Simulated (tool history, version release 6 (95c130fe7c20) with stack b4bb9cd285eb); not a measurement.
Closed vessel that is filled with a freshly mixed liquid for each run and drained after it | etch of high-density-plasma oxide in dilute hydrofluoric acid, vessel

run	hour	temperature setpoint of the liquid (K)	parts of water to one part of 49 % hydrofluoric acid (parts by volume)	time in the liquid (s)	thickness taken off the high-density-plasma oxide on a monitor wafer (Å)
1	0	297.15	140	675	194.36
2	1.8	297.15	140	675	193.52
3	3.7	298.15	125	675	232.17
4	6.1	299.15	115	675	262.84
5	9.2	299.15	140	675	210.37
6	10.3	300.15	125	675	251.5
7	14.9	300.65	115	675	279.44
8	22.8	301.15	105	675	316.06
9	24.8	301.65	95	675	361.69
10	28.6	302.15	90	675	393.76
11	34.8	302.65	85	675	428.94
12	35.5	303.15	80	675	465.14
13	38.5	303.65	75	675	512.9
14	42.3	304.65	70	675	573.78

The next listed run, before its measurement:
15	45.3	305.15	70	675	?

Run 15 gave thickness taken off the high-density-plasma oxide on a monitor wafer (Å) 581.42.

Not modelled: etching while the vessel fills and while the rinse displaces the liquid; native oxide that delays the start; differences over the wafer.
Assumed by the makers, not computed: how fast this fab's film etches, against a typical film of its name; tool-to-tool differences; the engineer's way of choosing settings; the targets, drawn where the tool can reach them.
